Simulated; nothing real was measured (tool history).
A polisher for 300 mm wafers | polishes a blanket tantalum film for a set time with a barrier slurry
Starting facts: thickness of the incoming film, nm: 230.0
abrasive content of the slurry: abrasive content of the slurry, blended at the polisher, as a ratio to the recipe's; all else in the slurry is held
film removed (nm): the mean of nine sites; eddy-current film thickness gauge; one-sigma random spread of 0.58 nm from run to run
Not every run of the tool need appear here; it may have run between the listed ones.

| run | hour | flow of slurry (ml/min) | pressure of the wafer on the pad (kPa) | speed of the pad under the wafer (cm/s) | abrasive content of the slurry | polishing time (s) | film removed (nm) |
|---|---|---|---|---|---|---|---|
| 1 | 0 | 265 | 16.5 | 114 | 1 | 19 | 44.489 |
| 2 | 2.1 | 265 | 16.5 | 114 | 1 | 19 | 43.752 |
| 3 | 10.6 | 240 | 16.5 | 114 | 1 | 19 | 44.628 |
| 4 | 14.8 | 240 | 16.5 | 114 | 1 | 17 | 39.904 |
| 5 | 21.7 | 240 | 16.5 | 138 | 1 | 17 | 46.748 |
| 6 | 29 | 290 | 16.5 | 138 | 1 | 17 | 47.346 |

What will run 7 give?
| 7 | 33.2 | 290 | 17.2 | 138 | 1 | 17 | ? |

Run 7 produced film removed (nm) 49.626.
